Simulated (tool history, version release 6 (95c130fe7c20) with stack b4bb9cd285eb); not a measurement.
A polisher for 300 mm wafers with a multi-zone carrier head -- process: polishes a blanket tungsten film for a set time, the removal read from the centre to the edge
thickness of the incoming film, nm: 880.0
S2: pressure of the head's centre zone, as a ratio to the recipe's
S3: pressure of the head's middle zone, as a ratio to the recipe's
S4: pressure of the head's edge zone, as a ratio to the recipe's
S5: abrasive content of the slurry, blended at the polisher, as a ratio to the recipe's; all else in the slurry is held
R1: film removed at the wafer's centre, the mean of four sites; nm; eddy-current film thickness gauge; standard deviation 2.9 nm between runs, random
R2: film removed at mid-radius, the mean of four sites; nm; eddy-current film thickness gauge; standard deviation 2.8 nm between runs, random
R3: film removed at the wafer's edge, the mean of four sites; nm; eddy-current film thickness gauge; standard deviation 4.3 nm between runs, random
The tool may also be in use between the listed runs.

run 1 hour=0 | flow_of_slurry_(ml/min)=225 S2=1 S3=1 S4=1 S5=1 polishing_time_(s)=56 | R1=259.02 R2=251.07 R3=256.28
run 2 hour=3.4 | flow_of_slurry_(ml/min)=230 S2=1.01 S3=1 S4=1.03 S5=1.1 polishing_time_(s)=57 | R1=276.8 R2=255.23 R3=265.77
run 3 hour=10.2 | flow_of_slurry_(ml/min)=230 S2=1 S3=1.01 S4=1.05 S5=1.2 polishing_time_(s)=59 | R1=288.84 R2=282.38 R3=282.4
run 4 hour=19.1 | flow_of_slurry_(ml/min)=235 S2=1 S3=0.99 S4=1.08 S5=1.25 polishing_time_(s)=60 | R1=294.24 R2=278.8 R3=292.72
run 5 hour=21.6 | flow_of_slurry_(ml/min)=235 S2=1.07 S3=0.99 S4=1.08 S5=1.25 polishing_time_(s)=60 | R1=312.15 R2=283.24 R3=292.12
run 6 hour=28.6 | flow_of_slurry_(ml/min)=235 S2=1.07 S3=0.99 S4=1.08 S5=1.25 polishing_time_(s)=54 | R1=286.65 R2=250.28 R3=265.85

Predict the results of run 7:
run 7 hour=33.3 | flow_of_slurry_(ml/min)=235 S2=1.06 S3=0.99 S4=1.1 S5=1.3 polishing_time_(s)=56 | R1=? R2=? R3=?

{"run 7": {"R1": 292.4, "R2": 261, "R3": 274.99}}
